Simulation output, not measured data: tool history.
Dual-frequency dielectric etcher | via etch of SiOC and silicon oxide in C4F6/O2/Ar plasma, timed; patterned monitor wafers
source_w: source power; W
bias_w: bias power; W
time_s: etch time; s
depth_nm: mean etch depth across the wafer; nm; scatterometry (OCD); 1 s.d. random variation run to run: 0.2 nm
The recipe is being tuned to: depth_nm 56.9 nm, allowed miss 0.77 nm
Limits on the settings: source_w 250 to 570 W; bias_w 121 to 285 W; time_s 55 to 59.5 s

| run | hour | source_w | bias_w | time_s | depth_nm |
|---|---|---|---|---|---|
| 1 | 0 | 410 | 203 | 59.5 | 75.302 |
| 2 | 7.2 | 380 | 184 | 59 | 69.661 |
| 3 | 13.2 | 380 | 184 | 59.5 | 69.791 |
| 4 | 17.9 | 380 | 149 | 59.5 | 66.391 |
| 5 | 20.1 | 380 | 149 | 59.5 | 66.342 |
| 6 | 23 | 350 | 146 | 59.5 | 62.512 |
| 7 | 29.6 | 340 | 146 | 59.5 | 61.881 |
| 8 | 33.8 | 330 | 146 | 59.5 | 60.807 |
| 9 | 37.4 | 320 | 146 | 59.5 | 59.457 |
| 10 | 39.7 | 310 | 146 | 59.5 | 58.029 |
| 11 | 41.3 | 290 | 145 | 59.5 | 55.278 |

Next run, 4 choices. One meets every target within its allowed miss, the rest don't. Which?
| A | 42.9 | 310 | 159 | 59.5 | ? |
| B | 42.9 | 310 | 154 | 59 | ? |
| C | 42.9 | 260 | 204 | 59 | ? |
| D | 42.9 | 290 | 184 | 57.5 | ? |

| move | depth_nm |
|---|---|
| A | 59.417 |
| B | 58.447 |
| C | 55.479 |
| D | 56.965 |
A: carries the result that was furthest off beyond its target, to the other side
B: carries the result that was furthest off beyond its target, to the other side
C: closes in on the targets versus the last run, not all within tolerance yet
D: all results in spec
Answer: D
